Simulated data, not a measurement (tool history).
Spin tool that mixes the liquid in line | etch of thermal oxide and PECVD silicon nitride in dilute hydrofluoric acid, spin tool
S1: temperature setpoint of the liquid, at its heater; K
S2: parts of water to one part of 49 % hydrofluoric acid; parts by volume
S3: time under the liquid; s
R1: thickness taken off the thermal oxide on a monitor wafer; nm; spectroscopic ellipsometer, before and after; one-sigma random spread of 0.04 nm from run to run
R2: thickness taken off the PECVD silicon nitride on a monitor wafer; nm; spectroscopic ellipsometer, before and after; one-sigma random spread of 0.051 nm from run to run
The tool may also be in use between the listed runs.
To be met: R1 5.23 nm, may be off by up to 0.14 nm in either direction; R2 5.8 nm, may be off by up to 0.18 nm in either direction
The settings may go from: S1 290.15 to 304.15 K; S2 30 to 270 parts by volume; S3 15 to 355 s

Run 1, hour 0: S1 296.15 K, S2 150 parts by volume, S3 180 s. Result: R1 4.6684 nm, R2 4.1329 nm.
Run 2, hour 8.3: S1 297.65 K, S2 155 parts by volume, S3 180 s. Result: R1 4.6743 nm, R2 4.3058 nm.
Run 3, hour 15.6: S1 297.65 K, S2 155 parts by volume, S3 150 s. Result: R1 3.8707 nm, R2 3.6326 nm.
Run 4, hour 24.1: S1 297.65 K, S2 175 parts by volume, S3 150 s. Result: R1 3.3801 nm, R2 3.2508 nm.
Run 5, hour 32.1: S1 299.15 K, S2 170 parts by volume, S3 150 s. Result: R1 3.6913 nm, R2 3.7122 nm.
Run 6, hour 35.9: S1 299.15 K, S2 200 parts by volume, S3 150 s. Result: R1 3.0294 nm, R2 3.0817 nm.
Run 7, hour 40.7: S1 303.15 K, S2 140 parts by volume, S3 150 s. Result: R1 5.4004 nm, R2 5.6804 nm.
Run 8, hour 42.9: S1 303.15 K, S2 145 parts by volume, S3 150 s. Result: R1 5.167 nm, R2 5.4747 nm.
Run 9, hour 51.9: S1 303.65 K, S2 150 parts by volume, S3 150 s. Result: R1 5.0183 nm, R2 5.4902 nm.
Run 10, hour 52.9: S1 304.15 K, S2 145 parts by volume, S3 150 s. Result: R1 5.3809 nm, R2 5.8431 nm.

5 next moves are on the table. One of them brings every result within its allowed miss. Which?
Run A, hour 53.9: S1 304.15 K, S2 160 parts by volume, S3 165 s. Result: R1 ?, R2 ?.
Run B, hour 53.9: S1 303.65 K, S2 155 parts by volume, S3 150 s. Result: R1 ?, R2 ?.
Run C, hour 53.9: S1 300.15 K, S2 115 parts by volume, S3 140 s. Result: R1 ?, R2 ?.
Run D, hour 53.9: S1 299.65 K, S2 135 parts by volume, S3 165 s. Result: R1 ?, R2 ?.
Run E, hour 53.9: S1 299.65 K, S2 150 parts by volume, S3 190 s. Result: R1 ?, R2 ?.

move      R1      R2
   A  5.2051  5.8106
   B  4.8305  5.2933
   C  5.6268  5.3649
   D   5.405  5.2188
   E  5.4997  5.4092
A: all results in spec
B: carries the result that was furthest off beyond its target, to the other side
C: moves away from the targets compared with the last run
D: moves away from the targets compared with the last run
E: moves away from the targets compared with the last run
Go with A: it meets all targets.
